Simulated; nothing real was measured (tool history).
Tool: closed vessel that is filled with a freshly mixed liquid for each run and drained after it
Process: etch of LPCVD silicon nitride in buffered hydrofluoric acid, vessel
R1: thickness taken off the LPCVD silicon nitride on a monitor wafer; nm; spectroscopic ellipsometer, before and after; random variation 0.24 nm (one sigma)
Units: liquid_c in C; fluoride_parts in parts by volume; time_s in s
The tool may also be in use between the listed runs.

run 1 hour=0 | liquid_c=21 fluoride_parts=10 time_s=2070 | R1=24.105
run 2 hour=1.3 | liquid_c=21 fluoride_parts=7.5 time_s=2070 | R1=31.762
run 3 hour=6.2 | liquid_c=21 fluoride_parts=7.5 time_s=2070 | R1=31.269
run 4 hour=15.4 | liquid_c=20.5 fluoride_parts=7.5 time_s=2070 | R1=30.932
run 5 hour=17.4 | liquid_c=20.5 fluoride_parts=9.5 time_s=2070 | R1=24.234
run 6 hour=24.2 | liquid_c=21 fluoride_parts=9.5 time_s=2070 | R1=24.663
run 7 hour=33.4 | liquid_c=21.5 fluoride_parts=9.5 time_s=2070 | R1=25.654

Forecast run 8:
run 8 hour=42.7 | liquid_c=22 fluoride_parts=9.5 time_s=2070 | R1=?

Run 8 gave R1 26.475 nm.
